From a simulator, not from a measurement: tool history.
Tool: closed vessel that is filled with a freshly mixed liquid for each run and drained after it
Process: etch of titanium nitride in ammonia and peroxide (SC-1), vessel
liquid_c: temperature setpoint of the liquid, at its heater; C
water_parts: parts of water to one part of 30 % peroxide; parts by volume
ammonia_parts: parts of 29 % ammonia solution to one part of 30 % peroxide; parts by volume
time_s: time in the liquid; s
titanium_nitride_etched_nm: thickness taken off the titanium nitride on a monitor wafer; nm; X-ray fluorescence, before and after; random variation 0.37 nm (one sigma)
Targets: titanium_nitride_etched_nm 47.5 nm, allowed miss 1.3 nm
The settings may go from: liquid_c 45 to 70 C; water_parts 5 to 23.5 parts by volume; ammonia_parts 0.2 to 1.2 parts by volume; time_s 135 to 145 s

Run 1, day 0: liquid_c 61 C, water_parts 13 parts by volume, ammonia_parts 0.7 parts by volume, time_s 135 s. Result: titanium_nitride_etched_nm 27.895 nm.
Run 2, day 0.367: liquid_c 61 C, water_parts 14.5 parts by volume, ammonia_parts 0.7 parts by volume, time_s 135 s. Result: titanium_nitride_etched_nm 25.789 nm.
Run 3, day 0.671: liquid_c 61 C, water_parts 18 parts by volume, ammonia_parts 0.7 parts by volume, time_s 135 s. Result: titanium_nitride_etched_nm 22.981 nm.
Run 4, day 0.758: liquid_c 62.5 C, water_parts 17.5 parts by volume, ammonia_parts 0.7 parts by volume, time_s 135 s. Result: titanium_nitride_etched_nm 25.678 nm.
Run 5, day 0.867: liquid_c 68 C, water_parts 17.5 parts by volume, ammonia_parts 0.7 parts by volume, time_s 135 s. Result: titanium_nitride_etched_nm 36.57 nm.
Run 6, day 1.188: liquid_c 68 C, water_parts 17.5 parts by volume, ammonia_parts 0.9 parts by volume, time_s 135 s. Result: titanium_nitride_etched_nm 38.435 nm.
Run 7, day 1.238: liquid_c 68.5 C, water_parts 17 parts by volume, ammonia_parts 0.9 parts by volume, time_s 135 s. Result: titanium_nitride_etched_nm 40.528 nm.
Run 8, day 1.271: liquid_c 69 C, water_parts 16.5 parts by volume, ammonia_parts 0.9 parts by volume, time_s 135 s. Result: titanium_nitride_etched_nm 42.254 nm.

4 next moves are on the table. One of them brings every result within its allowed miss. Which?
Run A, day 1.304: liquid_c 69.5 C, water_parts 16.5 parts by volume, ammonia_parts 0.75 parts by volume, time_s 145 s. Result: titanium_nitride_etched_nm ?.
Run B, day 1.304: liquid_c 68 C, water_parts 17 parts by volume, ammonia_parts 1.2 parts by volume, time_s 145 s. Result: titanium_nitride_etched_nm ?.
Run C, day 1.304: liquid_c 69 C, water_parts 17.5 parts by volume, ammonia_parts 1 parts by volume, time_s 145 s. Result: titanium_nitride_etched_nm ?.
Run D, day 1.304: liquid_c 68.5 C, water_parts 14.5 parts by volume, ammonia_parts 0.9 parts by volume, time_s 145 s. Result: titanium_nitride_etched_nm ?.

move  titanium_nitride_etched_nm
   A                      45.265
   B                      43.936
   C                       44.67
   D                      47.039
A: nearer than the last run, and not there yet
B: nearer than the last run, and not there yet
C: nearer than the last run, and not there yet
D: meets every target
Move D is the one to make.

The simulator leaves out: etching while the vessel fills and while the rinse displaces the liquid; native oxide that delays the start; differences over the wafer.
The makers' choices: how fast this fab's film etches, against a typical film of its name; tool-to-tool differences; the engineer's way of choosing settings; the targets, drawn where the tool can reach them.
